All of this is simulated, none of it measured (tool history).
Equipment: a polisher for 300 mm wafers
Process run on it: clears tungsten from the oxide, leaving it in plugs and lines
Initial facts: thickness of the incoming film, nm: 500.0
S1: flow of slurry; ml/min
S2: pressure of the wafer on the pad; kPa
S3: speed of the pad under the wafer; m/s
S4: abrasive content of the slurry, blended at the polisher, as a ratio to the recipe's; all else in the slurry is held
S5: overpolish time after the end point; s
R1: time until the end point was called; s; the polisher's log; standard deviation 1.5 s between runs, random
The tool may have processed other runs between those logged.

run	hour	S1	S2	S3	S4	S5	R1
1	0.0	295	26.9	1.14	1.0	23	86.409
2	3.7	295	26.9	1.14	1.0	25	87.539
3	4.5	295	25.5	1.14	1.0	25	91.165
4	8.0	295	25.5	1.14	1.0	23	90.338
# hour 11.2: worn pad replaced by a new one
5	11.2	295	25.5	1.14	1.0	25	83.351
6	11.9	295	25.5	1.14	1.0	23	81.217

Run 7 is up next; what results do you expect?
7	19.8	295	24.1	1.06	1.0	23	?

R1: 89.186 s
